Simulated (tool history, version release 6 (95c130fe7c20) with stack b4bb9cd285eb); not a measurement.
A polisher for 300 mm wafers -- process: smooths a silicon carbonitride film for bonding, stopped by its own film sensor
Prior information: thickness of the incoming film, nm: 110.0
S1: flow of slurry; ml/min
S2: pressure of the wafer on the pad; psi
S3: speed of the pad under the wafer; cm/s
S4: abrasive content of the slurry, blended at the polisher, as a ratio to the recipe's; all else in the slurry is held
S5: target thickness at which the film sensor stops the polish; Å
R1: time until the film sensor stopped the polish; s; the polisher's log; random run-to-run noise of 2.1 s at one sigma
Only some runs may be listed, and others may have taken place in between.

{"run": 1, "hour": 0.0, "S1": 300, "S2": 1.5, "S3": 68, "S4": 1.0, "S5": 900, "R1": 155.33}
{"run": 2, "hour": 1.3, "S1": 300, "S2": 1.6, "S3": 68, "S4": 1.0, "S5": 900, "R1": 142.23}
{"run": 3, "hour": 3.7, "S1": 300, "S2": 1.7, "S3": 68, "S4": 1.0, "S5": 900, "R1": 133.99}
{"run": 4, "hour": 6.8, "S1": 300, "S2": 1.7, "S3": 62, "S4": 1.0, "S5": 900, "R1": 140.47}
{"run": 5, "hour": 13.9, "S1": 300, "S2": 1.8, "S3": 62, "S4": 1.0, "S5": 900, "R1": 133.27}
{"run": 6, "hour": 20.7, "S1": 300, "S2": 1.8, "S3": 62, "S4": 1.0, "S5": 890, "R1": 138.81}
{"run": 7, "hour": 24.9, "S1": 300, "S2": 1.9, "S3": 62, "S4": 1.0, "S5": 890, "R1": 137.18}

Run 8 comes next. What will it give?
{"run": 8, "hour": 31.4, "S1": 300, "S2": 1.9, "S3": 62, "S4": 1.0, "S5": 890, "R1": "?"}

{"run 8": {"R1": 130.73}}
